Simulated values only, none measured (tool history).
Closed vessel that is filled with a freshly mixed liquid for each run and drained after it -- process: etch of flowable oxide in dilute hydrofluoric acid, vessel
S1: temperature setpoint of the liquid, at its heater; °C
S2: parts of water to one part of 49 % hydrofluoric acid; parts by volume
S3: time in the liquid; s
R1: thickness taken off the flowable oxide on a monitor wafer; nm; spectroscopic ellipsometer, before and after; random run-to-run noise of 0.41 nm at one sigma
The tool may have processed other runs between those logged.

run,day,S1,S2,S3,R1
1,0.000,21.0,140,155,41.732
2,0.308,18.5,140,155,37.883
3,0.633,17.0,140,155,35.559
4,0.942,17.0,140,170,39.053
5,1.221,17.0,140,155,35.727
6,1.446,17.0,110,155,46.607
7,1.621,21.0,105,155,57.850
8,1.746,22.0,105,155,60.533

Run 9, settings as shown, results not yet in. Your forecast:
9,1.796,22.5,105,155,?

Run 9 gave R1 61.585 nm.
